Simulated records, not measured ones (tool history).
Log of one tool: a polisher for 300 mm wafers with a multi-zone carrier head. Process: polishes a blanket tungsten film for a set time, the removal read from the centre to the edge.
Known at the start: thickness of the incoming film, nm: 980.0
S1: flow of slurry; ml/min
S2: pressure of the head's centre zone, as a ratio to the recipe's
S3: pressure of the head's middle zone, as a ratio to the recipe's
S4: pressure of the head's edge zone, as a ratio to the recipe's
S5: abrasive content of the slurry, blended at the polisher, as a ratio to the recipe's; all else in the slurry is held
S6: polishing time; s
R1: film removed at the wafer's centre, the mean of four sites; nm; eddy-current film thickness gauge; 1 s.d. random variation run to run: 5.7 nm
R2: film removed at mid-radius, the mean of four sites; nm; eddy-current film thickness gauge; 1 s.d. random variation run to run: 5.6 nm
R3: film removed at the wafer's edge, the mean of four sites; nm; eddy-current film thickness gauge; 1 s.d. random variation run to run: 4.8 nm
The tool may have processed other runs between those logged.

{"run": 1, "day": 0.0, "S1": 145, "S2": 1, "S3": 1, "S4": 1, "S5": 1, "S6": 51, "R1": 310.03, "R2": 290.32, "R3": 276.83}
{"run": 2, "day": 0.075, "S1": 145, "S2": 0.94, "S3": 1, "S4": 1, "S5": 1, "S6": 51, "R1": 293.13, "R2": 286.56, "R3": 282.09}
{"run": 3, "day": 0.333, "S1": 145, "S2": 1.01, "S3": 1, "S4": 1, "S5": 1, "S6": 51, "R1": 311.77, "R2": 287.97, "R3": 289.04}
{"run": 4, "day": 0.438, "S1": 170, "S2": 1.01, "S3": 1, "S4": 1, "S5": 1, "S6": 51, "R1": 318.1, "R2": 298.07, "R3": 288.43}
{"run": 5, "day": 0.6, "S1": 170, "S2": 1.02, "S3": 1.01, "S4": 1.02, "S5": 1.1, "S6": 52, "R1": 340.36, "R2": 306.24, "R3": 301.49}
{"run": 6, "day": 0.654, "S1": 195, "S2": 1.02, "S3": 1.01, "S4": 1.02, "S5": 1.1, "S6": 52, "R1": 347.82, "R2": 321.96, "R3": 308.96}

What will run 7 give?
{"run": 7, "day": 0.808, "S1": 195, "S2": 1.01, "S3": 1.02, "S4": 1.03, "S5": 1.15, "S6": 53, "R1": "?", "R2": "?", "R3": "?"}

Run 7 gave R1 352.28 nm, R2 320.94 nm, R3 320.68 nm.
